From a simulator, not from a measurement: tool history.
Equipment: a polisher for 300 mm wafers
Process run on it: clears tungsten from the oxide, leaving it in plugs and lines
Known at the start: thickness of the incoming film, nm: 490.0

| run | day | flow of slurry (ml/min) | pressure of the wafer on the pad (kPa) | speed of the pad under the wafer (m/s) | abrasive content of the slurry | overpolish time after the end point (s) | time until the end point was called (s) |
|---|---|---|---|---|---|---|---|
| 1 | 0.000 | 125 | 22.8 | 0.96 | 1.0 | 31 | 113.47 |
| 2 | 0.058 | 125 | 22.8 | 0.96 | 0.9 | 31 | 114.17 |
| 3 | 0.204 | 130 | 23.4 | 0.96 | 0.9 | 31 | 110.82 |
| 4 | 0.258 | 130 | 23.4 | 0.96 | 0.8 | 31 | 114.58 |
| 5 | 0.496 | 130 | 23.4 | 0.72 | 0.8 | 31 | 136.64 |
| 6 | 0.675 | 130 | 29.0 | 0.72 | 0.8 | 31 | 115.82 |
| 7 | 1.050 | 135 | 29.6 | 0.74 | 0.8 | 31 | 109.42 |
| 8 | 1.179 | 140 | 30.3 | 0.76 | 0.8 | 31 | 103.26 |

The next listed run, before its measurement:
| 9 | 1.312 | 145 | 31.0 | 0.76 | 0.8 | 31 | ? |

{"run 9": {"time until the end point was called (s)": 102.53}}
